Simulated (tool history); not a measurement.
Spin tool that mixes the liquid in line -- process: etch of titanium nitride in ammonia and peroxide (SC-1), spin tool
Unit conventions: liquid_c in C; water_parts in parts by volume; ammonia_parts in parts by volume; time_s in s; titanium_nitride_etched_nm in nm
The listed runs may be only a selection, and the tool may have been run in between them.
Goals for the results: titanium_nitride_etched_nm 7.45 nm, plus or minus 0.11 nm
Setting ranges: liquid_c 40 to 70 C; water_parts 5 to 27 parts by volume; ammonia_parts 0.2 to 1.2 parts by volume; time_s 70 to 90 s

{"run": 1, "day": 0.0, "liquid_c": 56, "water_parts": 15, "ammonia_parts": 0.8, "time_s": 90, "titanium_nitride_etched_nm": 5.2177}
{"run": 2, "day": 0.171, "liquid_c": 56, "water_parts": 19.5, "ammonia_parts": 0.8, "time_s": 90, "titanium_nitride_etched_nm": 4.5191}
{"run": 3, "day": 0.492, "liquid_c": 57.5, "water_parts": 19.5, "ammonia_parts": 0.8, "time_s": 90, "titanium_nitride_etched_nm": 5.0062}
{"run": 4, "day": 0.658, "liquid_c": 58.5, "water_parts": 19.5, "ammonia_parts": 0.8, "time_s": 90, "titanium_nitride_etched_nm": 5.3393}
{"run": 5, "day": 0.942, "liquid_c": 63, "water_parts": 19.5, "ammonia_parts": 0.8, "time_s": 90, "titanium_nitride_etched_nm": 7.137}
{"run": 6, "day": 1.108, "liquid_c": 63, "water_parts": 15, "ammonia_parts": 0.8, "time_s": 90, "titanium_nitride_etched_nm": 8.2608}
{"run": 7, "day": 1.246, "liquid_c": 63, "water_parts": 15, "ammonia_parts": 0.8, "time_s": 90, "titanium_nitride_etched_nm": 8.2504}
{"run": 8, "day": 1.279, "liquid_c": 62.5, "water_parts": 15, "ammonia_parts": 0.8, "time_s": 90, "titanium_nitride_etched_nm": 7.9276}
{"run": 9, "day": 1.638, "liquid_c": 62, "water_parts": 15, "ammonia_parts": 0.8, "time_s": 90, "titanium_nitride_etched_nm": 7.7671}

Which one of the following 4 next-run settings gets every result inside its allowed miss? There is exactly one.
{"run": "A", "day": 1.996, "liquid_c": 66.5, "water_parts": 13.5, "ammonia_parts": 0.6, "time_s": 70, "titanium_nitride_etched_nm": "?"}
{"run": "B", "day": 1.996, "liquid_c": 64.5, "water_parts": 16.5, "ammonia_parts": 0.95, "time_s": 75, "titanium_nitride_etched_nm": "?"}
{"run": "C", "day": 1.996, "liquid_c": 63, "water_parts": 16, "ammonia_parts": 0.85, "time_s": 90, "titanium_nitride_etched_nm": "?"}
{"run": "D", "day": 1.996, "liquid_c": 60.5, "water_parts": 11.5, "ammonia_parts": 0.8, "time_s": 90, "titanium_nitride_etched_nm": "?"}

move=A titanium_nitride_etched_nm=8.0589
move=B titanium_nitride_etched_nm=7.3958
move=C titanium_nitride_etched_nm=8.0411
move=D titanium_nitride_etched_nm=8.0621
A: its largest miss is bigger than the last run's
B: hits every target within its allowed miss
C: its largest miss is bigger than the last run's
D: its largest miss is bigger than the last run's
B is the move that brings every result within its allowed miss.
